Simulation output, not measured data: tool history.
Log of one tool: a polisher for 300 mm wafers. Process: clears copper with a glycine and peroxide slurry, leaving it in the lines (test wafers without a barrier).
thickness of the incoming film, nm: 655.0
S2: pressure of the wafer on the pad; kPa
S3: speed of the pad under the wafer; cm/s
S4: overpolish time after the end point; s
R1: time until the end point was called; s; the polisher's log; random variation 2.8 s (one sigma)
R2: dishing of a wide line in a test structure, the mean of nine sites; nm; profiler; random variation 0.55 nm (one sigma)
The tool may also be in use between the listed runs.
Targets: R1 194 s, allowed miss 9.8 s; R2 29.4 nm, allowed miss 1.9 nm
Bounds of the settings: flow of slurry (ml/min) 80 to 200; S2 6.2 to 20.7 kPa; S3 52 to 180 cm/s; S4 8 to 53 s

run 1 hour=0 | flow_of_slurry_(ml/min)=130 S2=13.1 S3=116 S4=27 | R1=127.04 R2=45.024
run 2 hour=1.8 | flow_of_slurry_(ml/min)=130 S2=13.1 S3=92 S4=27 | R1=143.09 R2=42.434
run 3 hour=3.2 | flow_of_slurry_(ml/min)=115 S2=13.1 S3=92 S4=27 | R1=149.92 R2=44.958
run 4 hour=5.1 | flow_of_slurry_(ml/min)=120 S2=11.7 S3=92 S4=22 | R1=161.93 R2=38.54
run 5 hour=10.5 | flow_of_slurry_(ml/min)=120 S2=11.7 S3=92 S4=30 | R1=159.2 R2=44.295
run 6 hour=17.6 | flow_of_slurry_(ml/min)=125 S2=11 S3=92 S4=26 | R1=163.06 R2=40.186
run 7 hour=19.3 | flow_of_slurry_(ml/min)=125 S2=10.3 S3=92 S4=23 | R1=170.23 R2=37.155
run 8 hour=22.7 | flow_of_slurry_(ml/min)=120 S2=7.6 S3=94 S4=10 | R1=209.62 R2=17.889
run 9 hour=24.3 | flow_of_slurry_(ml/min)=125 S2=8.3 S3=88 S4=12 | R1=206.39 R2=21.662
run 10 hour=33 | flow_of_slurry_(ml/min)=130 S2=9 S3=84 S4=13 | R1=204.59 R2=23.83
run 11 hour=37.8 | flow_of_slurry_(ml/min)=135 S2=9.7 S3=82 S4=14 | R1=196.67 R2=25.369
run 12 hour=43.2 | flow_of_slurry_(ml/min)=145 S2=10.3 S3=76 S4=24 | R1=192.38 R2=37.386
run 13 hour=48.2 | flow_of_slurry_(ml/min)=145 S2=10.3 S3=78 S4=23 | R1=186.4 R2=36.127
run 14 hour=51.4 | flow_of_slurry_(ml/min)=145 S2=9.7 S3=80 S4=22 | R1=192.64 R2=33.795
run 15 hour=52.8 | flow_of_slurry_(ml/min)=145 S2=9.7 S3=82 S4=21 | R1=185.03 R2=34.035
run 16 hour=57.7 | flow_of_slurry_(ml/min)=140 S2=9.7 S3=82 S4=21 | R1=192.77 R2=34.59
run 17 hour=61.4 | flow_of_slurry_(ml/min)=135 S2=9.7 S3=84 S4=20 | R1=193.47 R2=33.735
run 18 hour=69.8 | flow_of_slurry_(ml/min)=135 S2=9.7 S3=86 S4=19 | R1=187.97 R2=31.516
run 19 hour=78.7 | flow_of_slurry_(ml/min)=130 S2=9.7 S3=86 S4=19 | R1=182.67 R2=31.594

4 next moves are on the table. One of them brings every result within its allowed miss. Which?
run A hour=87.6 | flow_of_slurry_(ml/min)=125 S2=9.7 S3=100 S4=22 | R1=? R2=?
run B hour=87.6 | flow_of_slurry_(ml/min)=145 S2=10.3 S3=72 S4=17 | R1=? R2=?
run C hour=87.6 | flow_of_slurry_(ml/min)=110 S2=6.9 S3=126 S4=15 | R1=? R2=?
run D hour=87.6 | flow_of_slurry_(ml/min)=155 S2=8.3 S3=90 S4=25 | R1=? R2=?

move=A R1=170.64 R2=36.62
move=B R1=193.86 R2=29.389
move=C R1=191.12 R2=26.102
move=D R1=193.99 R2=36.882
A: further off than the last run
B: meets every target
C: brings the result that was furthest off to its target, and leaves another outside
D: brings the result that was furthest off to its target, and leaves another outside
Move B is the one to make.
